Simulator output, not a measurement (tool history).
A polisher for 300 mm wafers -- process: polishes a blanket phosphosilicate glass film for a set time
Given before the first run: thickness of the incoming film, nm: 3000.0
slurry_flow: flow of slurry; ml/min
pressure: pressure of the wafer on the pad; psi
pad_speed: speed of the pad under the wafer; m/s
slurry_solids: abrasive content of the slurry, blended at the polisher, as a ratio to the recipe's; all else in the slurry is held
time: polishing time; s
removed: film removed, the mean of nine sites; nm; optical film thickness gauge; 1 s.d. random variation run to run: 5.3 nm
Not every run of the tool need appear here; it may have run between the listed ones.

Run 1, hour 0.0: slurry_flow 185 ml/min, pressure 3.3 psi, pad_speed 0.78 m/s, slurry_solids 1.00, time 123 s. Result: removed 744.23 nm.
Run 2, hour 8.1: slurry_flow 185 ml/min, pressure 3.3 psi, pad_speed 0.78 m/s, slurry_solids 0.80, time 123 s. Result: removed 678.89 nm.
Run 3, hour 11.7: slurry_flow 185 ml/min, pressure 4.0 psi, pad_speed 0.78 m/s, slurry_solids 0.80, time 123 s. Result: removed 808.61 nm.
Run 4, hour 19.1: slurry_flow 185 ml/min, pressure 3.4 psi, pad_speed 0.76 m/s, slurry_solids 0.80, time 123 s. Result: removed 676.32 nm.
Run 5, hour 20.9: slurry_flow 185 ml/min, pressure 3.4 psi, pad_speed 0.76 m/s, slurry_solids 1.00, time 123 s. Result: removed 749.11 nm.
Run 6, hour 23.9: slurry_flow 185 ml/min, pressure 3.4 psi, pad_speed 0.76 m/s, slurry_solids 1.15, time 123 s. Result: removed 783.95 nm.
Run 7, hour 26.3: slurry_flow 185 ml/min, pressure 2.8 psi, pad_speed 0.76 m/s, slurry_solids 1.15, time 123 s. Result: removed 666.98 nm.
Run 8, hour 31.6: slurry_flow 185 ml/min, pressure 2.4 psi, pad_speed 0.76 m/s, slurry_solids 1.15, time 123 s. Result: removed 579.03 nm.
Run 9, hour 33.3: slurry_flow 185 ml/min, pressure 2.2 psi, pad_speed 0.76 m/s, slurry_solids 1.15, time 123 s. Result: removed 520.38 nm.

For run 10, what comes out?
Run 10, hour 38.6: slurry_flow 185 ml/min, pressure 2.1 psi, pad_speed 0.76 m/s, slurry_solids 1.15, time 123 s. Result: removed ?.

{"run 10": {"removed": 503.56}}

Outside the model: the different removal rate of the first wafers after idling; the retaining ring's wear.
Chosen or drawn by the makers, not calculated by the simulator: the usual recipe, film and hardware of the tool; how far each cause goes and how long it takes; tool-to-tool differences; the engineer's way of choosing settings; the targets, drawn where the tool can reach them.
